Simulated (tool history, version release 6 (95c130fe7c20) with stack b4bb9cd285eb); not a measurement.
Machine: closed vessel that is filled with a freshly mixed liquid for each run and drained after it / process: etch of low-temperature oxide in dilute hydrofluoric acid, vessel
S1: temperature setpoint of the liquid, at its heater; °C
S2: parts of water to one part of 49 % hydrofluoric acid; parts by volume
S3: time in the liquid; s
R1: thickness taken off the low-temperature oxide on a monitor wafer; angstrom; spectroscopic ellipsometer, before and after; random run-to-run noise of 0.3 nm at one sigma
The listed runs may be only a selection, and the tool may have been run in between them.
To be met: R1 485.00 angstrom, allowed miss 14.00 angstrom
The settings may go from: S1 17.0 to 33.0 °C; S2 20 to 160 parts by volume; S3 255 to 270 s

Run 1, day 0.000: S1 25.0 °C, S2 90 parts by volume, S3 255 s. Result: R1 261.01 angstrom.
Run 2, day 0.058: S1 27.0 °C, S2 85 parts by volume, S3 255 s. Result: R1 298.93 angstrom.
Run 3, day 0.183: S1 28.5 °C, S2 80 parts by volume, S3 255 s. Result: R1 344.08 angstrom.
Run 4, day 0.383: S1 26.5 °C, S2 80 parts by volume, S3 255 s. Result: R1 319.02 angstrom.
Run 5, day 0.462: S1 28.0 °C, S2 75 parts by volume, S3 255 s. Result: R1 360.26 angstrom.
Run 6, day 0.633: S1 28.0 °C, S2 75 parts by volume, S3 255 s. Result: R1 361.64 angstrom.
Run 7, day 0.783: S1 29.0 °C, S2 75 parts by volume, S3 255 s. Result: R1 374.85 angstrom.
Run 8, day 1.154: S1 30.0 °C, S2 75 parts by volume, S3 255 s. Result: R1 389.48 angstrom.
Run 9, day 1.192: S1 30.5 °C, S2 75 parts by volume, S3 255 s. Result: R1 393.00 angstrom.
At day 1.342: hydrofluoric acid flow meter replaced.
Run 10, day 1.342: S1 30.5 °C, S2 75 parts by volume, S3 255 s. Result: R1 444.38 angstrom.
Run 11, day 1.508: S1 31.0 °C, S2 75 parts by volume, S3 255 s. Result: R1 447.81 angstrom.
Run 12, day 1.608: S1 31.5 °C, S2 75 parts by volume, S3 255 s. Result: R1 456.92 angstrom.

Which of these 4 next moves meets every target?
Run A, day 1.708: S1 32.0 °C, S2 80 parts by volume, S3 255 s. Result: R1 ?.
Run B, day 1.708: S1 32.5 °C, S2 85 parts by volume, S3 255 s. Result: R1 ?.
Run C, day 1.708: S1 29.0 °C, S2 65 parts by volume, S3 255 s. Result: R1 ?.
Run D, day 1.708: S1 32.0 °C, S2 70 parts by volume, S3 255 s. Result: R1 ?.

move      R1
   A  436.45
   B  415.32
   C  489.81
   D  506.57
A: its largest miss is bigger than the last run's
B: its largest miss is bigger than the last run's
C: each result inside its tolerance
D: takes the biggest miss from the last run beyond its target
C is the move that brings every result within its allowed miss.
